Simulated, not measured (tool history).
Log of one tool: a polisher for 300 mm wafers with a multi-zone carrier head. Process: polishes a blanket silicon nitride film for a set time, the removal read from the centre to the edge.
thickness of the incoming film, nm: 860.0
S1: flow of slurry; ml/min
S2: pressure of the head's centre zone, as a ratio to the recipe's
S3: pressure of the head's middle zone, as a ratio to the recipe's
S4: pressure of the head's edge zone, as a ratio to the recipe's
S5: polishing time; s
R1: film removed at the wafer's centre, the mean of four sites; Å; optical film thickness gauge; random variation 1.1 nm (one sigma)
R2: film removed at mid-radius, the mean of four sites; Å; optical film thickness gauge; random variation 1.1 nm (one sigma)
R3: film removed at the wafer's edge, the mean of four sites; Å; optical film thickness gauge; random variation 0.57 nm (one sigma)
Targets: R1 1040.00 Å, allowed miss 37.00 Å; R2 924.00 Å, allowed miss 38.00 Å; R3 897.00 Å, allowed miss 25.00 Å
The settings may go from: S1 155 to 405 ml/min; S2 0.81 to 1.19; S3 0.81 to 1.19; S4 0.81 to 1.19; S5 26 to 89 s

run    day   S1    S2    S3    S4  S5      R1      R2      R3
  1  0.000  260  1.00  1.00  1.00  57  897.12  815.20  834.79
  2  0.096  270  1.02  1.01  1.01  57  926.07  834.19  826.65
  3  0.375  270  1.02  1.01  1.01  50  826.09  733.30  733.06
  4  0.621  235  1.02  1.01  1.01  50  796.73  741.80  727.17
  5  0.696  235  1.02  0.94  1.01  50  788.31  685.36  729.12
  6  0.804  240  1.03  0.96  1.03  52  835.67  737.01  765.61
  7  1.183  245  1.04  0.97  1.05  53  878.20  752.25  787.52
  8  1.554  250  1.04  0.99  1.07  54  853.62  766.88  815.70
  9  1.592  255  1.06  1.01  1.08  55  920.09  814.02  829.29
 10  1.833  260  1.07  1.02  1.09  55  920.39  817.94  835.89
 11  2.025  265  1.08  1.03  1.10  55  934.45  832.95  843.80
 12  2.079  270  1.09  1.04  1.11  55  925.99  832.53  841.59
 13  2.292  270  1.10  1.05  1.12  56  971.00  853.41  866.79
 14  2.446  275  1.11  1.06  1.12  56  970.30  870.22  869.01
 15  2.479  280  1.12  1.07  1.12  56  976.23  868.35  870.55
     2.679  -- centre zone pressure recalibrated
 16  2.679  310  1.17  1.14  1.13  57  997.46  966.77  895.21

Which of these 4 next moves meets every target?
  A  2.879  265  1.19  1.12  0.99  65   ?   ?   ?
  B  2.879  290  1.19  1.16  1.05  60   ?   ?   ?
  C  2.879  320  1.19  1.16  1.07  59   ?   ?   ?
  D  2.879  330  1.19  1.08  1.10  58   ?   ?   ?

move       R1       R2      R3
   A  1119.20  1033.30  942.38
   B  1045.30   993.18  901.75
   C  1039.40   986.48  902.00
   D  1024.50   914.68  902.12
A: takes the result that was furthest off past its target
B: brings the result that was furthest off to its target, and leaves another outside
C: brings the result that was furthest off to its target, and leaves another outside
D: meets every target
Move D is the one to make.

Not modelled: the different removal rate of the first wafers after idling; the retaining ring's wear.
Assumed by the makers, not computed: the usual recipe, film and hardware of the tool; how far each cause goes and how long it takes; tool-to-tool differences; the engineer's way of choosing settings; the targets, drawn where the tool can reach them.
